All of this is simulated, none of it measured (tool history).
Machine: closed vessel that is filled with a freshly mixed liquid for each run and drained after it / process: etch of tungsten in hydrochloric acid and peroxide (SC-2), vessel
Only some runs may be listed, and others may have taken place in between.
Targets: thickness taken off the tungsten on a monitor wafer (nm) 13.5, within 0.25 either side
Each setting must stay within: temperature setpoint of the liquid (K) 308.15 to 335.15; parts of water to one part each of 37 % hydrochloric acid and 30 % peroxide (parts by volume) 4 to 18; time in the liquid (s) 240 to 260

| run | day | temperature setpoint of the liquid (K) | parts of water to one part each of 37 % hydrochloric acid and 30 % peroxide (parts by volume) | time in the liquid (s) | thickness taken off the tungsten on a monitor wafer (nm) |
|---|---|---|---|---|---|
| 1 | 0 | 319.15 | 10 | 240 | 25.705 |
| 2 | 0.204 | 319.15 | 10 | 240 | 25.646 |
| 3 | 0.417 | 319.15 | 10 | 240 | 25.59 |
| 4 | 0.725 | 314.65 | 10 | 240 | 18.846 |
| 5 | 0.996 | 321.65 | 10 | 240 | 30.314 |
| 6 | 1.158 | 321.65 | 10 | 260 | 32.925 |
| 7 | 1.292 | 313.65 | 10 | 260 | 18.967 |
| 8 | 1.342 | 312.65 | 10 | 260 | 17.525 |
| 9 | 1.638 | 312.65 | 10 | 260 | 17.583 |
| 10 | 1.729 | 311.65 | 10 | 260 | 16.488 |
| 11 | 2.062 | 311.15 | 10 | 260 | 15.878 |

Pick the move, out of 4, that brings all results within their allowed miss; only one does.
| A | 2.396 | 311.65 | 11.5 | 255 | ? |
| B | 2.396 | 313.65 | 13.5 | 240 | ? |
| C | 2.396 | 310.65 | 11 | 240 | ? |
| D | 2.396 | 309.15 | 10.5 | 255 | ? |

| move | thickness taken off the tungsten on a monitor wafer (nm) |
|---|---|
| A | 14.28 |
| B | 13.498 |
| C | 12.989 |
| D | 12.874 |
A: nearer than the last run, and not there yet
B: meets every target
C: takes the biggest miss from the last run beyond its target
D: takes the biggest miss from the last run beyond its target
Go with B: it meets all targets.
